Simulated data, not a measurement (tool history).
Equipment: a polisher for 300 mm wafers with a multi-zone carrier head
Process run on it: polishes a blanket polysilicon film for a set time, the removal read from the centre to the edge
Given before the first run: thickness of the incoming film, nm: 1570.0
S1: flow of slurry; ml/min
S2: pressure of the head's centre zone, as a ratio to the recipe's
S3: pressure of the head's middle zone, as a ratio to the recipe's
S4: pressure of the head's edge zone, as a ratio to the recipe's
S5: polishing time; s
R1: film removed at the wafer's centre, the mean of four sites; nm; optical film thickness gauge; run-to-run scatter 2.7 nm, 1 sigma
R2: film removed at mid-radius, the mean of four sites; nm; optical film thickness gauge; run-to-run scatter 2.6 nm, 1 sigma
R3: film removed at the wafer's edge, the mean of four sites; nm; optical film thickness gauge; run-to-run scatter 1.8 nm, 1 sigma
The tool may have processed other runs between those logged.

run,day,S1,S2,S3,S4,S5,R1,R2,R3
1,0,130,1,1,1,45,227.19,225.94,226.38
2,0.183,140,1,1.01,1.01,45,230.47,231.74,228.33
3,0.383,140,0.93,1.01,1.01,45,214.09,231.07,227.95
4,0.738,165,0.93,1.01,1.01,45,218.34,239.84,230.77
5,1.096,190,0.93,1.01,1.01,45,221.96,246.51,235.48
6,1.225,190,0.93,1.01,0.94,45,225.96,240.98,226.59
7,1.371,190,0.94,1.02,0.96,45,228.05,247.3,231.68
8,1.412,190,0.95,1.03,0.97,45,225.32,243.25,231.9
9,1.621,190,0.96,1.04,0.96,46,239.98,253.39,233.59

Forecast run 10:
10,1.829,190,0.96,1.04,0.97,46,?,?,?

Run 10 came out at R1 235.03 nm, R2 253.23 nm, R3 236 nm.
